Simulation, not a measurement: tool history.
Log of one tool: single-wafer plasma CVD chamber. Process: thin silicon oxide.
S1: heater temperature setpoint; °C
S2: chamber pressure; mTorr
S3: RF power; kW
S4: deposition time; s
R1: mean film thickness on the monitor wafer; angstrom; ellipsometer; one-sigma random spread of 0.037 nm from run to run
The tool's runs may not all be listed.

| run | hour | S1 | S2 | S3 | S4 | R1 |
|---|---|---|---|---|---|---|
| 1 | 0 | 400 | 778 | 0.345 | 6.26 | 115.48 |
| 2 | 3.2 | 400 | 742 | 0.345 | 6.26 | 110.43 |
| 3 | 8.1 | 400 | 841 | 0.345 | 6.26 | 124.27 |
| 4 | 11.7 | 400 | 793 | 0.345 | 6.25 | 117.58 |
| 5 | 12.8 | 400 | 753 | 0.345 | 6.25 | 111.66 |
| 6 | 14.2 | 404 | 753 | 0.345 | 6.25 | 111.79 |
| 7 | 20.4 | 404 | 720 | 0.345 | 6.25 | 107.02 |
| 8 | 23.8 | 404 | 720 | 0.345 | 6.25 | 107.47 |
| 9 | 30.5 | 404 | 692 | 0.345 | 6.25 | 102.45 |
| 10 | 38 | 404 | 673 | 0.345 | 6.25 | 100.46 |
| 11 | 39.1 | 404 | 655 | 0.345 | 6.25 | 97.236 |

Estimate the outcome of run 12 from the log above:
| 12 | 47.2 | 404 | 642 | 0.345 | 6.25 | ? |

R1: 95.089 angstrom
